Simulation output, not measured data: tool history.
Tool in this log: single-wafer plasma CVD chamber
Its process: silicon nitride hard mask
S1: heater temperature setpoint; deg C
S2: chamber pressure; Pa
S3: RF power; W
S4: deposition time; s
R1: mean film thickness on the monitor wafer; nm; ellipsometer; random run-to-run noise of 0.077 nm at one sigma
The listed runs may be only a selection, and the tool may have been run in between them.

run	hour	S1	S2	S3	S4	R1
1	0.0	375	267	355	18.6	25.037
2	6.4	375	248	345	18.5	24.037
3	12.8	375	235	340	18.5	23.618
4	18.0	375	255	340	18.5	23.961
5	24.4	381	255	340	18.5	23.872
6	32.2	381	255	340	18.6	23.962

Predict the results of run 7:
7	39.8	381	243	330	18.6	?

{"run 7": {"R1": 23.479}}
